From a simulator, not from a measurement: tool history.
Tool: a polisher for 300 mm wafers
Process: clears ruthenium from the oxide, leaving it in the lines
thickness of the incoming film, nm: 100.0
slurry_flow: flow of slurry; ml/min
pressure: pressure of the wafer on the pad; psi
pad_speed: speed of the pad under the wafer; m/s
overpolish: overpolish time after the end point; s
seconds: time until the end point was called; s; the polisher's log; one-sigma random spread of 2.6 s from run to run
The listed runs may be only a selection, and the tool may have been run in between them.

run,hour,slurry_flow,pressure,pad_speed,overpolish,seconds
1,0.0,280,1.6,0.88,29,146.97
2,2.9,280,1.4,0.88,29,165.90
3,5.1,280,1.4,0.88,29,164.59
4,12.1,280,1.4,0.98,29,149.15
5,16.9,280,1.4,1.10,29,132.24
6,20.7,280,1.2,1.08,29,156.81
7,23.1,280,1.2,1.08,29,154.28

Run 8, settings as shown, results not yet in. Your forecast:
8,31.6,280,1.1,1.08,29,?

seconds: 165.72 s
